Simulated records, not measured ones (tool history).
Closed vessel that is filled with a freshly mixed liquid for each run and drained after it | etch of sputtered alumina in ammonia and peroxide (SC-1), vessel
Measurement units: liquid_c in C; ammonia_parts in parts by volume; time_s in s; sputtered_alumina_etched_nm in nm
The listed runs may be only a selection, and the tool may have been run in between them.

run	hour	liquid_c	ammonia_parts	time_s	sputtered_alumina_etched_nm
1	0.0	50.0	0.50	180	11.503
2	4.8	51.5	0.50	180	12.397
3	10.7	51.5	0.35	180	12.114
4	16.2	51.5	0.35	180	11.889
5	22.9	51.5	0.20	180	11.320
6	26.7	51.5	0.20	180	11.376
7	32.3	53.0	0.20	180	12.227
8	33.8	54.5	0.20	180	13.540

Run 9 comes next. What will it give?
9	42.2	55.5	0.20	180	?

sputtered_alumina_etched_nm: 14.013 nm
